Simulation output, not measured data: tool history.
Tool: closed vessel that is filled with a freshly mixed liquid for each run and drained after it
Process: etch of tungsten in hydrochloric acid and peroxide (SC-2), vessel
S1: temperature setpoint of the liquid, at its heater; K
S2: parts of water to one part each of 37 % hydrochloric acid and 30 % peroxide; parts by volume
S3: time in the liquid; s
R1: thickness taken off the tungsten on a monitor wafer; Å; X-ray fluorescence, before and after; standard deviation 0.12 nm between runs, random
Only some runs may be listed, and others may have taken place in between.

run    day      S1    S2  S3      R1
  1  0.000  335.15  10.5  35  170.82
  2  0.158  331.15  10.5  35  132.81
  3  0.404  331.15   7.5  35  174.64
  4  0.604  333.15   7.5  35  198.57
     0.842  -- new drum of peroxide connected
  5  0.842  333.15   7.5  30  182.78
  6  0.975  335.15   7.5  30  206.62

For run 7, what comes out?
  7  1.275  336.65  7.5  30   ?

{"run 7": {"R1": 228.14}}

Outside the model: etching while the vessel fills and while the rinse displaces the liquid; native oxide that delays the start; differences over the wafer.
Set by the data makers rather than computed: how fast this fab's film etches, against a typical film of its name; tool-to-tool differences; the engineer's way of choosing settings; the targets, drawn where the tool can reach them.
